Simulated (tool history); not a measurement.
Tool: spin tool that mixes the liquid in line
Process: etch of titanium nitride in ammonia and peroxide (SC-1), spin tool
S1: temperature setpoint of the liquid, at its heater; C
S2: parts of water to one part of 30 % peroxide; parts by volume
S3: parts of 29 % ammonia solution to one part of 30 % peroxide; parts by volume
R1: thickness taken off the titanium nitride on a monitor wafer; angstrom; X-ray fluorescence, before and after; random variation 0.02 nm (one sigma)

{"run": 1, "hour": 0.0, "S1": 50, "S2": 14.0, "S3": 0.9, "time under the liquid (s)": 65, "R1": 26.251}
{"run": 2, "hour": 5.3, "S1": 50, "S2": 18.0, "S3": 0.9, "time under the liquid (s)": 65, "R1": 22.869}
{"run": 3, "hour": 10.5, "S1": 50, "S2": 18.0, "S3": 0.9, "time under the liquid (s)": 65, "R1": 22.777}
{"run": 4, "hour": 11.6, "S1": 50, "S2": 21.0, "S3": 0.9, "time under the liquid (s)": 65, "R1": 20.912}
{"run": 5, "hour": 15.5, "S1": 50, "S2": 17.5, "S3": 0.9, "time under the liquid (s)": 65, "R1": 23.164}
{"run": 6, "hour": 18.3, "S1": 50, "S2": 17.5, "S3": 0.9, "time under the liquid (s)": 65, "R1": 23.468}

The next listed run, before its measurement:
{"run": 7, "hour": 26.0, "S1": 51, "S2": 17.5, "S3": 0.9, "time under the liquid (s)": 65, "R1": "?"}

Run 7 gave R1 24.943 angstrom.
